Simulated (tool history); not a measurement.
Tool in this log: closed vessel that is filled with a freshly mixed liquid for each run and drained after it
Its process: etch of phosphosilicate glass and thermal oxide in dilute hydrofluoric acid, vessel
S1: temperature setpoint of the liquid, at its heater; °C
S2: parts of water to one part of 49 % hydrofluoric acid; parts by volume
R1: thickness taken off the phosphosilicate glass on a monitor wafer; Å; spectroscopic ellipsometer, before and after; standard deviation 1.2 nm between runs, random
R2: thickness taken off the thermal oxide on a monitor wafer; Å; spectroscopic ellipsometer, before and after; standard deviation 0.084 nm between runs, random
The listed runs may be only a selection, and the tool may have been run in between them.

{"run": 1, "day": 0.0, "S1": 26, "S2": 115, "time in the liquid (s)": 60, "R1": 565.12, "R2": 28.069}
{"run": 2, "day": 0.312, "S1": 26, "S2": 115, "time in the liquid (s)": 40, "R1": 384.5, "R2": 18.32}
{"run": 3, "day": 0.383, "S1": 29.5, "S2": 115, "time in the liquid (s)": 40, "R1": 440.69, "R2": 20.888}
{"run": 4, "day": 0.538, "S1": 29.5, "S2": 115, "time in the liquid (s)": 30, "R1": 330.09, "R2": 16.062}
{"run": 5, "day": 0.8, "S1": 29.5, "S2": 115, "time in the liquid (s)": 30, "R1": 334.68, "R2": 16.003}
{"run": 6, "day": 1.004, "S1": 29.5, "S2": 80, "time in the liquid (s)": 30, "R1": 501.44, "R2": 23.523}
{"run": 7, "day": 1.275, "S1": 30.5, "S2": 60, "time in the liquid (s)": 35, "R1": 817.49, "R2": 39.883}

What will run 8 give?
{"run": 8, "day": 1.608, "S1": 34, "S2": 40, "time in the liquid (s)": 35, "R1": "?", "R2": "?"}

Run 8 measured R1 1477 Å, R2 70.352 Å.
